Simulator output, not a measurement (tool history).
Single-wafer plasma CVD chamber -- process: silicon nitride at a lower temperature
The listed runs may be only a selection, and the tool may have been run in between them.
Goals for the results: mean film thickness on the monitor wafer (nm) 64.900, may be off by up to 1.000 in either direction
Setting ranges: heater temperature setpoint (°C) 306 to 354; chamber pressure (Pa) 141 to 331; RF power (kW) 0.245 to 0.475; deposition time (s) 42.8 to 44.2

run  hour  heater temperature setpoint (°C)  chamber pressure (Pa)  RF power (kW)  deposition time (s)  mean film thickness on the monitor wafer (nm)
  1   0.0                               330                    236          0.360                 42.8                                         53.531
  2   4.9                               330                    215          0.360                 42.8                                         51.329
  3   5.8                               330                    215          0.360                 42.8                                         51.240
  4  11.8                               330                    232          0.365                 42.8                                         53.606
  5  15.4                               340                    232          0.365                 42.8                                         53.465
  6  18.1                               340                    232          0.395                 42.8                                         55.982
  7  25.5                               340                    244          0.395                 42.8                                         57.116
  8  31.7                               340                    255          0.395                 42.8                                         58.133
  9  38.6                               340                    264          0.395                 42.8                                         58.742

Of the 4 settings listed for the next run, only one would bring every result within its allowed miss of target. Which one?
  A  45.5                               342                    291          0.415                 44.1                                              ?
  B  45.5                               335                    229          0.365                 43.1                                              ?
  C  45.5                               334                    228          0.365                 42.8                                              ?
  D  45.5                               336                    260          0.395                 44.2                                              ?

move  mean film thickness on the monitor wafer (nm)
   A                                         64.623
   B                                         53.557
   C                                         53.076
   D                                         60.589
A: all results land within tolerance of their targets
B: misses by more than the last run did
C: misses by more than the last run did
D: moves toward the targets from the last run without getting all of them in spec
The move that meets every target is A.
